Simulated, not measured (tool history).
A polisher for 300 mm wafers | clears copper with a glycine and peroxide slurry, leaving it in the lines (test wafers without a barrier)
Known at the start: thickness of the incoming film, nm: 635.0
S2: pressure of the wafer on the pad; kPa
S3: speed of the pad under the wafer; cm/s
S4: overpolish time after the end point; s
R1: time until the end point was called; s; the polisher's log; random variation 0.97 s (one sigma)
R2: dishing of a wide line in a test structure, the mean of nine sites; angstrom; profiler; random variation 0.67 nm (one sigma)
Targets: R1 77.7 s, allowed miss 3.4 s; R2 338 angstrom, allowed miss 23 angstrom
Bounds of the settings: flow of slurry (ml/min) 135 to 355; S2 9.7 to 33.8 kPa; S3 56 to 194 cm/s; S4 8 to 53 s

{"run": 1, "hour": 0.0, "flow of slurry (ml/min)": 225, "S2": 21.4, "S3": 124, "S4": 27, "R1": 103.22, "R2": 577.67}
{"run": 2, "hour": 8.0, "flow of slurry (ml/min)": 205, "S2": 20, "S3": 140, "S4": 23, "R1": 95.847, "R2": 542.9}
{"run": 3, "hour": 13.3, "flow of slurry (ml/min)": 155, "S2": 20, "S3": 140, "S4": 23, "R1": 104.35, "R2": 542.56}
{"run": 4, "hour": 16.5, "flow of slurry (ml/min)": 200, "S2": 17.9, "S3": 150, "S4": 20, "R1": 101.67, "R2": 519.82}
{"hour": 17.8, "done": "worn pad replaced by a new one"}
{"run": 5, "hour": 17.8, "flow of slurry (ml/min)": 200, "S2": 22.1, "S3": 150, "S4": 20, "R1": 79.082, "R2": 553.73}
{"run": 6, "hour": 25.6, "flow of slurry (ml/min)": 200, "S2": 22.1, "S3": 174, "S4": 20, "R1": 69.027, "R2": 572.58}
{"run": 7, "hour": 32.7, "flow of slurry (ml/min)": 235, "S2": 20, "S3": 178, "S4": 17, "R1": 71.557, "R2": 535.98}
{"run": 8, "hour": 33.4, "flow of slurry (ml/min)": 260, "S2": 18.6, "S3": 182, "S4": 15, "R1": 74.398, "R2": 502.47}

4 next moves are on the table. One of them brings every result within its allowed miss. Which?
{"run": "A", "hour": 34.1, "flow of slurry (ml/min)": 240, "S2": 17.2, "S3": 192, "S4": 18, "R1": "?", "R2": "?"}
{"run": "B", "hour": 34.1, "flow of slurry (ml/min)": 225, "S2": 21.4, "S3": 162, "S4": 32, "R1": "?", "R2": "?"}
{"run": "C", "hour": 34.1, "flow of slurry (ml/min)": 265, "S2": 20.7, "S3": 176, "S4": 22, "R1": "?", "R2": "?"}
{"run": "D", "hour": 34.1, "flow of slurry (ml/min)": 285, "S2": 18.6, "S3": 172, "S4": 8, "R1": "?", "R2": "?"}

move=A R1=76.359 R2=547.63
move=B R1=75.656 R2=665.36
move=C R1=70.716 R2=612
move=D R1=77.852 R2=342.93
A: further off than the last run
B: further off than the last run
C: further off than the last run
D: meets every target
Move D is the one to make.
